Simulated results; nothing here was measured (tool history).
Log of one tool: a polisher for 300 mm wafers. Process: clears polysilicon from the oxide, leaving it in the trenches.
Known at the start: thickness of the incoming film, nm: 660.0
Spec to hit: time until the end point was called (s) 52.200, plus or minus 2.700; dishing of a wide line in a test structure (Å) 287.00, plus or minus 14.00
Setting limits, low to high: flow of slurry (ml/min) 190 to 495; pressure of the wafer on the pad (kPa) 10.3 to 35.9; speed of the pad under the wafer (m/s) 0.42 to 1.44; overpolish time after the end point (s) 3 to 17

| run | hour | flow of slurry (ml/min) | pressure of the wafer on the pad (kPa) | speed of the pad under the wafer (m/s) | overpolish time after the end point (s) | time until the end point was called (s) | dishing of a wide line in a test structure (Å) |
|---|---|---|---|---|---|---|---|
| 1 | 0.0 | 320 | 22.8 | 0.92 | 9 | 44.714 | 373.47 |
| 2 | 4.1 | 320 | 22.8 | 1.06 | 9 | 41.885 | 374.68 |
| 3 | 7.6 | 315 | 20.7 | 1.10 | 7 | 44.033 | 364.49 |
| 4 | 9.0 | 280 | 17.9 | 1.22 | 6 | 45.822 | 351.71 |
| 5 | 15.2 | 280 | 17.9 | 1.10 | 6 | 49.203 | 340.86 |
| 6 | 23.2 | 250 | 17.9 | 1.06 | 5 | 52.123 | 313.31 |
| 7 | 26.4 | 235 | 17.9 | 1.06 | 5 | 50.828 | 322.18 |
|  | 27.5 | worn pad replaced by a new one |
| 8 | 27.5 | 220 | 18.6 | 0.98 | 4 | 47.050 | 302.75 |

Below are 5 possible settings for the next run. Only one of them brings all results inside the allowed miss of their targets. Which is it?
| A | 28.6 | 190 | 18.6 | 0.82 | 6 | ? | ? |
| B | 28.6 | 225 | 15.9 | 1.04 | 4 | ? | ? |
| C | 28.6 | 340 | 14.5 | 0.96 | 6 | ? | ? |
| D | 28.6 | 295 | 13.8 | 1.20 | 7 | ? | ? |
| E | 28.6 | 250 | 24.1 | 0.74 | 6 | ? | ? |

| move | time until the end point was called (s) | dishing of a wide line in a test structure (Å) |
|---|---|---|
| A | 52.988 | 328.45 |
| B | 51.038 | 286.71 |
| C | 55.352 | 324.14 |
| D | 50.355 | 345.92 |
| E | 44.171 | 344.19 |
A: puts the biggest miss on target and leaves a different result outside tolerance
B: meets every target
C: the result that was furthest off in the last run now lies on the other side of its target
D: puts the biggest miss on target and leaves a different result outside tolerance
E: further off than the last run
Answer: B
